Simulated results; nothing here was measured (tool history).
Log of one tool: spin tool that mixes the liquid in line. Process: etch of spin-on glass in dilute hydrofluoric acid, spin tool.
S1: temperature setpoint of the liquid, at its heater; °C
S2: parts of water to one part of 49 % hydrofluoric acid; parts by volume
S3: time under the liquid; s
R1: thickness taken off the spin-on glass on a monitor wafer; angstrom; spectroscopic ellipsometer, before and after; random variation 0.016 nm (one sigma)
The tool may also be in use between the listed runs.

Run 1, hour 0: S1 22 °C, S2 185 parts by volume, S3 45 s. Result: R1 101.31 angstrom.
Run 2, hour 4.3: S1 22 °C, S2 215 parts by volume, S3 45 s. Result: R1 85.206 angstrom.
Run 3, hour 8.8: S1 21.5 °C, S2 220 parts by volume, S3 45 s. Result: R1 81.259 angstrom.
Run 4, hour 11.8: S1 21 °C, S2 225 parts by volume, S3 45 s. Result: R1 77.37 angstrom.
Run 5, hour 17.1: S1 19.5 °C, S2 225 parts by volume, S3 45 s. Result: R1 73.679 angstrom.
Run 6, hour 18.5: S1 19.5 °C, S2 225 parts by volume, S3 25 s. Result: R1 40.803 angstrom.
Run 7, hour 22.4: S1 20.5 °C, S2 225 parts by volume, S3 25 s. Result: R1 42.34 angstrom.

The next listed run, before its measurement:
Run 8, hour 25.1: S1 21 °C, S2 225 parts by volume, S3 25 s. Result: R1 ?.

R1: 43.223 angstrom
